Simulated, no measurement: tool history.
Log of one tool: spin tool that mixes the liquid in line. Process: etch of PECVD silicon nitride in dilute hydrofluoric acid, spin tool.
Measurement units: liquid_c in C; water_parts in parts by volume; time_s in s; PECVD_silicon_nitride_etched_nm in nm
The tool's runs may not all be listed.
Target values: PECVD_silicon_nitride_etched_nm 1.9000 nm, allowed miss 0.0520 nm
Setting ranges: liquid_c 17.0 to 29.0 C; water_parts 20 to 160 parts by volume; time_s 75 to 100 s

run	hour	liquid_c	water_parts	time_s	PECVD_silicon_nitride_etched_nm
1	0.0	21.0	90	100	2.8141
2	3.1	21.0	90	100	2.8127
3	6.5	21.0	90	100	2.8287
4	7.7	21.0	90	75	2.1111
5	13.8	21.0	90	75	2.0924
6	22.1	24.5	90	75	2.6936
7	29.1	23.0	90	75	2.3966
8	35.3	22.0	90	75	2.2720
9	37.7	18.5	90	75	1.7696
10	43.4	19.0	90	75	1.8274

Exactly one of the 5 candidate moves below puts every result within its allowed miss. Which one?
A	49.1	20.0	95	80	?
B	49.1	20.5	95	80	?
C	49.1	19.0	80	75	?
D	49.1	17.5	105	100	?
E	49.1	20.0	100	85	?

move	PECVD_silicon_nitride_etched_nm
A	1.9891
B	2.0580
C	2.0586
D	1.8994
E	2.0103
A: pushes the last run's worst result past its target
B: pushes the last run's worst result past its target
C: pushes the last run's worst result past its target
D: meets every target
E: pushes the last run's worst result past its target
The move that meets every target is D.
